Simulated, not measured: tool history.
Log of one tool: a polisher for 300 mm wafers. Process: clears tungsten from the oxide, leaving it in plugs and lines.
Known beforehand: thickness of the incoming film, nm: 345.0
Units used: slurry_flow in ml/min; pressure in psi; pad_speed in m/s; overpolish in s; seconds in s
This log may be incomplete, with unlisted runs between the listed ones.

| run | hour | slurry_flow | pressure | pad_speed | slurry_solids | overpolish | seconds |
|---|---|---|---|---|---|---|---|
| 1 | 0.0 | 210 | 2.7 | 1.28 | 1.0 | 7 | 94.991 |
| 2 | 1.9 | 210 | 2.7 | 1.50 | 1.0 | 7 | 80.611 |
| 3 | 7.6 | 210 | 2.7 | 1.50 | 0.8 | 7 | 87.852 |
| 4 | 10.3 | 210 | 2.4 | 1.46 | 0.8 | 7 | 94.772 |
| 5 | 12.8 | 210 | 2.2 | 1.36 | 0.8 | 7 | 113.690 |
| 6 | 19.5 | 210 | 2.0 | 1.32 | 0.8 | 7 | 127.610 |
| 7 | 20.6 | 210 | 1.8 | 1.30 | 0.8 | 7 | 141.510 |

Run 8, settings as shown, results not yet in. Your forecast:
| 8 | 23.0 | 210 | 1.8 | 1.30 | 0.8 | 7 | ? |

{"run 8": {"seconds": 141.55}}
